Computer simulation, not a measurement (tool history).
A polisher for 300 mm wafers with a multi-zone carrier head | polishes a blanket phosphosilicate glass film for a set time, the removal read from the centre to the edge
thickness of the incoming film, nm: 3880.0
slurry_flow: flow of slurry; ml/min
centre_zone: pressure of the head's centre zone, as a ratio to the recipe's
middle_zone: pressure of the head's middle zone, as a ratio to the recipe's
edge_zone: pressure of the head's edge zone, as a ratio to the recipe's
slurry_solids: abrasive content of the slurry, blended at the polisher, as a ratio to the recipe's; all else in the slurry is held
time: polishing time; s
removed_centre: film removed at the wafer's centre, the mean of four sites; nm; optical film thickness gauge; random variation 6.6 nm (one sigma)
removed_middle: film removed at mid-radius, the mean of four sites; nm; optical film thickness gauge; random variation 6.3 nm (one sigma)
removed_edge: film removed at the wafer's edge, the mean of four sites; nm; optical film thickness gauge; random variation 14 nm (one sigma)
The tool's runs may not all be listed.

| run | hour | slurry_flow | centre_zone | middle_zone | edge_zone | slurry_solids | time | removed_centre | removed_middle | removed_edge |
|---|---|---|---|---|---|---|---|---|---|---|
| 1 | 0 | 190 | 1 | 1 | 1 | 1 | 66 | 648.56 | 650.86 | 648.85 |
| 2 | 4.5 | 190 | 0.99 | 0.99 | 1.03 | 1.05 | 66 | 651.21 | 655.41 | 674.55 |
| 3 | 11.4 | 190 | 0.94 | 0.99 | 1.03 | 1.05 | 66 | 623.69 | 655.1 | 665.84 |
| 4 | 15.8 | 190 | 0.94 | 0.98 | 1.05 | 1.1 | 66 | 632.98 | 676.31 | 684.29 |
| 5 | 18.5 | 185 | 0.94 | 0.96 | 1.07 | 1.15 | 67 | 653.14 | 675.39 | 727.21 |
| 6 | 25.7 | 185 | 0.94 | 0.95 | 1.09 | 1.2 | 67 | 676.34 | 669.22 | 749.54 |
| 7 | 27 | 185 | 0.94 | 0.95 | 1.09 | 1.2 | 67 | 672.32 | 671.5 | 715.89 |

Run 8 comes next. What will it give?
| 8 | 36 | 180 | 0.92 | 0.93 | 1.1 | 1.25 | 68 | ? | ? | ? |

{"run 8": {"removed_centre": 677.5, "removed_middle": 685.34, "removed_edge": 782.98}}

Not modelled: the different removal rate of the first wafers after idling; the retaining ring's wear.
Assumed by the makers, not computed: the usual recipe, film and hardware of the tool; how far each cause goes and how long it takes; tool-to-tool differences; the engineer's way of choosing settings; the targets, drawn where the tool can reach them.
